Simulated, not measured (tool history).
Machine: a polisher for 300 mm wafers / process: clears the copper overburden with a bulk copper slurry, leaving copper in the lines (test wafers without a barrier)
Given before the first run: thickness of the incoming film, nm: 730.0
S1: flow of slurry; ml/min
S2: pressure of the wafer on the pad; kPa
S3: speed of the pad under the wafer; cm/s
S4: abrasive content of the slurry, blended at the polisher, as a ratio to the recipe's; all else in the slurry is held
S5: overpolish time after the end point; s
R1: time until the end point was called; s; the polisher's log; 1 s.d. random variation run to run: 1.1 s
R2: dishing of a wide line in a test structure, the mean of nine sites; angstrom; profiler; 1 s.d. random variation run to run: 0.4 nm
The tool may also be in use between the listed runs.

| run | hour | S1 | S2 | S3 | S4 | S5 | R1 | R2 |
|---|---|---|---|---|---|---|---|---|
| 1 | 0.0 | 130 | 11.7 | 112 | 1.0 | 13 | 151.96 | 318.67 |
| 2 | 0.8 | 130 | 11.7 | 84 | 1.0 | 13 | 195.67 | 271.06 |
| 3 | 5.3 | 130 | 10.3 | 84 | 1.0 | 13 | 225.74 | 242.33 |
| 4 | 7.5 | 130 | 10.3 | 84 | 0.8 | 13 | 226.37 | 239.19 |
| 5 | 11.0 | 135 | 12.4 | 84 | 0.8 | 12 | 192.35 | 259.67 |
| 6 | 16.8 | 140 | 14.5 | 86 | 0.8 | 11 | 159.92 | 277.20 |
| 7 | 18.2 | 145 | 15.9 | 86 | 0.8 | 11 | 144.72 | 305.60 |

Forecast run 8:
| 8 | 26.0 | 165 | 18.6 | 92 | 0.8 | 9 | ? | ? |

R1: 113.28 s
R2: 311.93 angstrom
